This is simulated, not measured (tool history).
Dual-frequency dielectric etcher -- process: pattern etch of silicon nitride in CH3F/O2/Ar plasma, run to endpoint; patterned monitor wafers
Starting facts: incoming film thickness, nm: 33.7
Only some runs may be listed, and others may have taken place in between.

| run | hour | source power (W) | bias power (W) | endpoint time (s) |
|---|---|---|---|---|
| 1 | 0.0 | 360 | 60 | 54.912 |
| 2 | 0.6 | 350 | 60 | 55.490 |
| 3 | 1.8 | 350 | 55 | 57.615 |
| 4 | 5.0 | 350 | 66 | 53.691 |
| 5 | 12.2 | 330 | 66 | 54.343 |
| 6 | 17.1 | 320 | 66 | 54.606 |
| 7 | 23.1 | 310 | 66 | 55.153 |

What will run 8 give?
| 8 | 29.7 | 300 | 66 | ? |

endpoint time (s): 55.783

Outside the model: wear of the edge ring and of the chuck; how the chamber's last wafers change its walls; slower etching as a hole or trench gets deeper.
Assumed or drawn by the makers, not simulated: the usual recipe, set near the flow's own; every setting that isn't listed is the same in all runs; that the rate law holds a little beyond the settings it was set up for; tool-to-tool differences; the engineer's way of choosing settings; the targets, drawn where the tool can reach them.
